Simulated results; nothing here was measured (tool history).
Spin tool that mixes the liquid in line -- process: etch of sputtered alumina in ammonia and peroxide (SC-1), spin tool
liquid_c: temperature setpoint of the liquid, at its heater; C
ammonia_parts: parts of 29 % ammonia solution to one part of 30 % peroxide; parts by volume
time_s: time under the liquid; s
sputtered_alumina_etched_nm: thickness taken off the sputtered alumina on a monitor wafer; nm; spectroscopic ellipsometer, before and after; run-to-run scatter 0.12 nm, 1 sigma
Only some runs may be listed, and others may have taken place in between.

run,day,liquid_c,ammonia_parts,time_s,sputtered_alumina_etched_nm
1,0.000,51.0,0.85,310,20.230
2,0.267,51.0,0.85,310,20.079
3,0.350,47.0,0.85,310,16.101
4,0.475,47.0,0.85,310,16.214
5,0.817,47.0,0.85,330,17.193
6,1.104,42.0,0.85,330,12.948
7,1.442,45.5,0.85,330,15.758
8,1.479,48.0,0.85,330,18.257
9,1.658,49.5,0.85,330,19.881
10,1.783,51.0,0.85,330,21.308
11,2.100,52.0,0.85,330,22.978
12,2.129,52.5,0.85,330,23.385
13,2.408,53.0,0.85,330,24.157

Run 14, settings as shown, results not yet in. Your forecast:
14,2.542,53.5,0.85,330,?

sputtered_alumina_etched_nm: 24.774 nm
